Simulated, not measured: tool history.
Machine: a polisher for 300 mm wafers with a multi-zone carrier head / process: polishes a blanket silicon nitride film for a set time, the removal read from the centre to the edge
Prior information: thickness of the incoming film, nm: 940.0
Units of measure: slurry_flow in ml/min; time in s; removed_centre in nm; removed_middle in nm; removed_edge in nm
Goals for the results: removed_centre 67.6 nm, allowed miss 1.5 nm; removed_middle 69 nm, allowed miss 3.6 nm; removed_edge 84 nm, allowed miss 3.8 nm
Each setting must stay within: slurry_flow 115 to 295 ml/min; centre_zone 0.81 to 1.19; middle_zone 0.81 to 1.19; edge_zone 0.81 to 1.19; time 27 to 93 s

Run 1, hour 0: slurry_flow 190 ml/min, centre_zone 1, middle_zone 1, edge_zone 1, time 59 s. Result: removed_centre 52 nm, removed_middle 54.675 nm, removed_edge 55.857 nm.
Run 2, hour 6: slurry_flow 190 ml/min, centre_zone 1, middle_zone 0.94, edge_zone 1, time 59 s. Result: removed_centre 53.379 nm, removed_middle 50.737 nm, removed_edge 54.19 nm.
Run 3, hour 14.6: slurry_flow 230 ml/min, centre_zone 1, middle_zone 0.94, edge_zone 1, time 59 s. Result: removed_centre 54.11 nm, removed_middle 52.839 nm, removed_edge 56.562 nm.
Run 4, hour 23: slurry_flow 230 ml/min, centre_zone 1, middle_zone 0.94, edge_zone 1.03, time 59 s. Result: removed_centre 53.948 nm, removed_middle 51.711 nm, removed_edge 57.844 nm.
Run 5, hour 28: slurry_flow 235 ml/min, centre_zone 1.01, middle_zone 0.95, edge_zone 1.05, time 60 s. Result: removed_centre 55.44 nm, removed_middle 54.56 nm, removed_edge 57.542 nm.
At hour 35.8: slurry nozzle cleaned.
Run 6, hour 35.8: slurry_flow 275 ml/min, centre_zone 1.01, middle_zone 0.95, edge_zone 1.05, time 60 s. Result: removed_centre 58.654 nm, removed_middle 56.269 nm, removed_edge 61.981 nm.
Run 7, hour 39.8: slurry_flow 275 ml/min, centre_zone 1, middle_zone 0.94, edge_zone 1.06, time 62 s. Result: removed_centre 61.169 nm, removed_middle 58.973 nm, removed_edge 65.354 nm.
Run 8, hour 43.3: slurry_flow 275 ml/min, centre_zone 0.99, middle_zone 0.93, edge_zone 1.07, time 63 s. Result: removed_centre 61.246 nm, removed_middle 60.773 nm, removed_edge 64.719 nm.
Run 9, hour 47.6: slurry_flow 275 ml/min, centre_zone 0.98, middle_zone 0.93, edge_zone 1.08, time 64 s. Result: removed_centre 61.431 nm, removed_middle 60.134 nm, removed_edge 65.636 nm.
Run 10, hour 54.6: slurry_flow 275 ml/min, centre_zone 0.96, middle_zone 0.92, edge_zone 1.09, time 66 s. Result: removed_centre 62.181 nm, removed_middle 62.84 nm, removed_edge 66.418 nm.
Run 11, hour 62.9: slurry_flow 275 ml/min, centre_zone 0.96, middle_zone 0.93, edge_zone 1.1, time 66 s. Result: removed_centre 61.92 nm, removed_middle 62.974 nm, removed_edge 68.59 nm.
Run 12, hour 66.9: slurry_flow 275 ml/min, centre_zone 0.95, middle_zone 0.93, edge_zone 1.11, time 67 s. Result: removed_centre 62.916 nm, removed_middle 63.744 nm, removed_edge 70.097 nm.

Consider the 5 candidate settings below. Which is the only one whose results all fall within their allowed miss of target?
Run A, hour 70.9: slurry_flow 265 ml/min, centre_zone 0.82, middle_zone 1, edge_zone 0.94, time 79 s. Result: removed_centre ?, removed_middle ?, removed_edge ?.
Run B, hour 70.9: slurry_flow 240 ml/min, centre_zone 1.14, middle_zone 0.95, edge_zone 0.81, time 61 s. Result: removed_centre ?, removed_middle ?, removed_edge ?.
Run C, hour 70.9: slurry_flow 275 ml/min, centre_zone 1.01, middle_zone 1.04, edge_zone 0.92, time 55 s. Result: removed_centre ?, removed_middle ?, removed_edge ?.
Run D, hour 70.9: slurry_flow 295 ml/min, centre_zone 0.87, middle_zone 0.86, edge_zone 1.15, time 78 s. Result: removed_centre ?, removed_middle ?, removed_edge ?.
Run E, hour 70.9: slurry_flow 260 ml/min, centre_zone 0.92, middle_zone 0.96, edge_zone 1.12, time 72 s. Result: removed_centre ?, removed_middle ?, removed_edge ?.

move  removed_centre  removed_middle  removed_edge
   A          62.922          79.066        77.971
   B          66.996           57.84        56.686
   C          54.271          57.041        53.955
   D          66.592          69.466        84.236
   E          64.262          69.453        76.137
A: closes in on the targets versus the last run, not all within tolerance yet
B: moves away from the targets compared with the last run
C: moves away from the targets compared with the last run
D: every result within its allowed miss
E: closes in on the targets versus the last run, not all within tolerance yet
The move that meets every target is D.
